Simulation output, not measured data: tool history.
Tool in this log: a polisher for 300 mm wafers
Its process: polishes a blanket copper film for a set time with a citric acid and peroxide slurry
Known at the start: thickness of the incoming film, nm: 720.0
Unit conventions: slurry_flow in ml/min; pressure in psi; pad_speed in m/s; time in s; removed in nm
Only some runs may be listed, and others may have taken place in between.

run  hour  slurry_flow  pressure  pad_speed  slurry_solids  time  removed
  1   0.0          175       2.8       0.82           1.00    79  129.680
  2   1.2          175       3.0       0.82           1.00    79  137.150
  3   9.0          210       3.0       0.82           1.00    79  139.210
  4  17.8          210       3.0       0.62           1.00    79  110.210
  5  21.6          235       3.0       0.62           1.00    79  111.170
  6  29.0          235       2.4       0.62           1.00    79   96.241
  7  30.3          235       2.7       0.66           1.00    79  108.560
  8  39.2          240       3.5       0.88           1.05    79  169.880

Run 9 comes next. What will it give?
  9  44.0          240       3.6       0.90           1.05    79        ?

{"run 9": {"removed": 178.25}}

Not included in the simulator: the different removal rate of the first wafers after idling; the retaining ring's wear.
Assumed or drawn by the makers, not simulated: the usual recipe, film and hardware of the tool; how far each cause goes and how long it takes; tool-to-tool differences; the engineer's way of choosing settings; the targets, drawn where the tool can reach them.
